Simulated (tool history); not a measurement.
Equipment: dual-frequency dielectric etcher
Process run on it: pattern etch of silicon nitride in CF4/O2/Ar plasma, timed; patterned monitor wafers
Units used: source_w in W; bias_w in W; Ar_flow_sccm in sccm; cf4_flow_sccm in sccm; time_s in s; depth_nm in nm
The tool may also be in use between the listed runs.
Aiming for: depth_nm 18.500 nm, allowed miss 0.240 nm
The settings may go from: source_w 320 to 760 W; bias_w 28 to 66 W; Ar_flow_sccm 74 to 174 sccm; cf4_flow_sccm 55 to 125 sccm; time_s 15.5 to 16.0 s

| run | hour | source_w | bias_w | Ar_flow_sccm | cf4_flow_sccm | time_s | depth_nm |
|---|---|---|---|---|---|---|---|
| 1 | 0.0 | 540 | 47 | 124 | 90 | 15.5 | 26.667 |
| 2 | 7.2 | 540 | 47 | 124 | 100 | 15.5 | 27.079 |
| 3 | 10.1 | 450 | 47 | 124 | 100 | 15.5 | 22.358 |
| 4 | 15.1 | 450 | 47 | 145 | 100 | 15.5 | 22.203 |
| 5 | 18.2 | 450 | 52 | 145 | 100 | 15.5 | 22.982 |
| 6 | 23.1 | 400 | 52 | 145 | 100 | 15.5 | 20.220 |
| 7 | 29.2 | 390 | 52 | 145 | 100 | 15.5 | 19.717 |
| 8 | 34.8 | 380 | 52 | 145 | 100 | 15.5 | 19.292 |

Of the 5 settings listed for the next run, only one would bring every result within its allowed miss of target. Which one?
| A | 40.4 | 360 | 54 | 142 | 90 | 15.5 | ? |
| B | 40.4 | 400 | 49 | 133 | 90 | 15.5 | ? |
| C | 40.4 | 380 | 44 | 134 | 107 | 15.5 | ? |
| D | 40.4 | 350 | 52 | 142 | 106 | 15.5 | ? |
| E | 40.4 | 390 | 51 | 159 | 111 | 15.5 | ? |

| move | depth_nm |
|---|---|
| A | 17.988 |
| B | 19.554 |
| C | 18.405 |
| D | 17.735 |
| E | 19.786 |
A: takes the result that was furthest off past its target
B: moves away from the targets compared with the last run
C: meets every target
D: takes the result that was furthest off past its target
E: moves away from the targets compared with the last run
The right move is C.

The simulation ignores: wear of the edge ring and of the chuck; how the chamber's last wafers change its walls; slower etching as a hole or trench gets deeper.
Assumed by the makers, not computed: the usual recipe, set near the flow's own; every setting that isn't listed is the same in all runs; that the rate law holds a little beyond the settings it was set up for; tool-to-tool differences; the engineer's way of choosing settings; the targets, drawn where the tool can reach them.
